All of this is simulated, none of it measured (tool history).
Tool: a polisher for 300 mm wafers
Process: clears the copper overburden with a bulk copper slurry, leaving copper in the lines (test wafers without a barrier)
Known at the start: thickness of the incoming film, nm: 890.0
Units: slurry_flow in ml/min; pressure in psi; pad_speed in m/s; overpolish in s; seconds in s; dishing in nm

Run 1, hour 0: slurry_flow 255 ml/min, pressure 2.6 psi, pad_speed 1.12 m/s, slurry_solids 1, overpolish 23 s. Result: seconds 99.578 s, dishing 107.82 nm.
Run 2, hour 3.1: slurry_flow 195 ml/min, pressure 2.6 psi, pad_speed 1.12 m/s, slurry_solids 1, overpolish 23 s. Result: seconds 103.05 s, dishing 103.42 nm.
Run 3, hour 4.4: slurry_flow 195 ml/min, pressure 2.2 psi, pad_speed 1.12 m/s, slurry_solids 1, overpolish 23 s. Result: seconds 120.53 s, dishing 92.778 nm.
Run 4, hour 8.6: slurry_flow 195 ml/min, pressure 2.2 psi, pad_speed 1.12 m/s, slurry_solids 0.9, overpolish 23 s. Result: seconds 121 s, dishing 93.913 nm.
Run 5, hour 15: slurry_flow 195 ml/min, pressure 2.2 psi, pad_speed 1.12 m/s, slurry_solids 1, overpolish 23 s. Result: seconds 118.81 s, dishing 94.217 nm.
Run 6, hour 19.3: slurry_flow 195 ml/min, pressure 2.2 psi, pad_speed 1.12 m/s, slurry_solids 1, overpolish 15 s. Result: seconds 120.99 s, dishing 72.48 nm.
Run 7, hour 25.6: slurry_flow 190 ml/min, pressure 2.1 psi, pad_speed 1.12 m/s, slurry_solids 1.05, overpolish 14 s. Result: seconds 124.43 s, dishing 65.379 nm.

Run 8 comes next. What will it give?
Run 8, hour 26.5: slurry_flow 185 ml/min, pressure 2 psi, pad_speed 1.14 m/s, slurry_solids 1.1, overpolish 13 s. Result: seconds ?, dishing ?.

seconds: 122.54 s
dishing: 64.287 nm
